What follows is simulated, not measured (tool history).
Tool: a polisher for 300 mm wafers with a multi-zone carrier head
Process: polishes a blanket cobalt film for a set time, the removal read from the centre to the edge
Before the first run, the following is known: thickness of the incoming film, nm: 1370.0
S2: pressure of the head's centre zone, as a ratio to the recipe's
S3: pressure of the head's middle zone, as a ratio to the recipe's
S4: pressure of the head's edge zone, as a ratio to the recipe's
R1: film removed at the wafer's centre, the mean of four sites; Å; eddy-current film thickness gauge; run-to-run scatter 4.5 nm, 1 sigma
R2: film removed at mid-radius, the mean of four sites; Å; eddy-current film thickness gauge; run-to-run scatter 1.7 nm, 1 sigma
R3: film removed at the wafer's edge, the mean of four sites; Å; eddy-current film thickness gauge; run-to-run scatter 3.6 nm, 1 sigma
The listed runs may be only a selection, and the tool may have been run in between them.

{"run": 1, "hour": 0.0, "flow of slurry (ml/min)": 280, "S2": 1.0, "S3": 1.0, "S4": 1.0, "polishing time (s)": 64, "R1": 2100.6, "R2": 2054.5, "R3": 2062.3}
{"run": 2, "hour": 5.2, "flow of slurry (ml/min)": 280, "S2": 1.07, "S3": 1.0, "S4": 1.0, "polishing time (s)": 64, "R1": 2275.5, "R2": 2063.8, "R3": 2122.2}
{"run": 3, "hour": 8.2, "flow of slurry (ml/min)": 305, "S2": 1.07, "S3": 1.0, "S4": 1.0, "polishing time (s)": 64, "R1": 2319.1, "R2": 2058.8, "R3": 2146.4}
{"run": 4, "hour": 17.0, "flow of slurry (ml/min)": 305, "S2": 1.11, "S3": 1.0, "S4": 1.0, "polishing time (s)": 64, "R1": 2404.3, "R2": 2048.9, "R3": 2068.7}
{"run": 5, "hour": 17.8, "flow of slurry (ml/min)": 305, "S2": 1.1, "S3": 0.99, "S4": 1.03, "polishing time (s)": 67, "R1": 2438.2, "R2": 2147.2, "R3": 2228.6}
{"run": 6, "hour": 23.8, "flow of slurry (ml/min)": 305, "S2": 1.16, "S3": 0.99, "S4": 1.03, "polishing time (s)": 67, "R1": 2628.9, "R2": 2137.1, "R3": 2204.8}
{"run": 7, "hour": 25.3, "flow of slurry (ml/min)": 305, "S2": 1.15, "S3": 0.98, "S4": 1.06, "polishing time (s)": 70, "R1": 2677.1, "R2": 2223.0, "R3": 2382.3}

For run 8, what comes out?
{"run": 8, "hour": 32.2, "flow of slurry (ml/min)": 305, "S2": 1.15, "S3": 0.98, "S4": 1.06, "polishing time (s)": 70, "R1": "?", "R2": "?", "R3": "?"}

{"run 8": {"R1": 2727.0, "R2": 2209.7, "R3": 2329.6}}
